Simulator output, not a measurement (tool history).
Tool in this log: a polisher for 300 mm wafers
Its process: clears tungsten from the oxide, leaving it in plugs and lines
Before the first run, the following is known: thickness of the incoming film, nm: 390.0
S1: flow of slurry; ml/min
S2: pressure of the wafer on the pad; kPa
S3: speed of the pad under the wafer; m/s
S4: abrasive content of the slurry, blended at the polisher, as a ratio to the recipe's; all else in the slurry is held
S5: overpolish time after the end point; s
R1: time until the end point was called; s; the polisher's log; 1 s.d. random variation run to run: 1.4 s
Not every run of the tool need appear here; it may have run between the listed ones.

run	hour	S1	S2	S3	S4	S5	R1
1	0	270	33.1	1	1	46	70.041
2	5.8	270	28.3	0.98	1	46	84.901
3	6.4	270	28.3	1.08	1	46	76.8
4	13.9	270	28.3	1.08	0.9	46	79.055
5	20.9	270	28.3	1.28	0.9	46	68.32
# hour 26.7: worn pad replaced by a new one
6	26.7	270	24.1	1.24	0.9	46	69.538
7	32.8	270	24.1	1.24	0.9	46	71.231

Forecast run 8:
8	36	270	21.4	1.12	0.9	46	?

Run 8 gave R1 87.119 s.

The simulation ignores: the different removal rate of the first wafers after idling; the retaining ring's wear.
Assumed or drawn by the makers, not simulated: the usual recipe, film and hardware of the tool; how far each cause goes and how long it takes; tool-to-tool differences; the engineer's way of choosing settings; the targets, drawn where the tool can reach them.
